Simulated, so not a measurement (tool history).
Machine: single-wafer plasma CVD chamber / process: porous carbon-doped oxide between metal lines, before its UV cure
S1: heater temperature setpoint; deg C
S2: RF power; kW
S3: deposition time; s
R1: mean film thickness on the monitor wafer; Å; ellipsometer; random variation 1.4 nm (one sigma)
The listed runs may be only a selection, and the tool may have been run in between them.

{"run": 1, "hour": 0.0, "S1": 300, "S2": 0.54, "S3": 42.4, "R1": 2251.0}
{"run": 2, "hour": 1.6, "S1": 300, "S2": 0.54, "S3": 43.8, "R1": 2338.6}
{"run": 3, "hour": 10.3, "S1": 309, "S2": 0.54, "S3": 43.8, "R1": 2232.2}
{"run": 4, "hour": 17.7, "S1": 299, "S2": 0.54, "S3": 43.8, "R1": 2331.6}
{"run": 5, "hour": 21.2, "S1": 299, "S2": 0.54, "S3": 42.4, "R1": 2254.2}
{"run": 6, "hour": 26.4, "S1": 299, "S2": 0.54, "S3": 42.4, "R1": 2246.3}
{"run": 7, "hour": 33.3, "S1": 297, "S2": 0.555, "S3": 42.5, "R1": 2316.6}
{"run": 8, "hour": 36.2, "S1": 295, "S2": 0.57, "S3": 42.6, "R1": 2379.9}
{"run": 9, "hour": 37.7, "S1": 293, "S2": 0.58, "S3": 42.7, "R1": 2428.1}
{"run": 10, "hour": 39.4, "S1": 291, "S2": 0.59, "S3": 42.8, "R1": 2492.3}

The next listed run, before its measurement:
{"run": 11, "hour": 44.5, "S1": 289, "S2": 0.595, "S3": 42.8, "R1": "?"}

{"run 11": {"R1": 2503.6}}

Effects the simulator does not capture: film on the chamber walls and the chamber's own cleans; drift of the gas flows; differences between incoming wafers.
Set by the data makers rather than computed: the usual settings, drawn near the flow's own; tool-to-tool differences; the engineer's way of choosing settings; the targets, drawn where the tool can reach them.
